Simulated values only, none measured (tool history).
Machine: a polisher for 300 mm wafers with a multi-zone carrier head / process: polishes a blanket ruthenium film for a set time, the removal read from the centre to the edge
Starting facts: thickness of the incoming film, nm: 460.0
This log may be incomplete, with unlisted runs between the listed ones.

run,hour,flow of slurry (ml/min),pressure of the head's centre zone,pressure of the head's middle zone,pressure of the head's edge zone,polishing time (s),film removed at the wafer's centre (nm),film removed at mid-radius (nm),film removed at the wafer's edge (nm)
1,0,240,1,1,1,38,47.683,48.001,49.602
2,6,255,1.05,1.01,1.04,39,51.324,50.117,51.504
3,10.1,265,1.08,1.01,1.06,41,55.478,53.174,56.255
4,15.8,265,1.08,1.01,1.06,33,44.388,43.054,44.901
5,16.9,245,1.08,1.01,1.06,33,44.465,42.289,44.319
6,25.1,240,1.11,1.01,1.06,36,48.825,46.326,48.429
7,29,260,1.13,1,1.04,38,54.044,48.622,50.719

What does the tool deliver on the next run?
8,31.6,275,1.15,1,1.05,40,?,?,?

For run 8 the tool returned film removed at the wafer's centre (nm) 57.602, film removed at mid-radius (nm) 52.063, film removed at the wafer's edge (nm) 54.038.
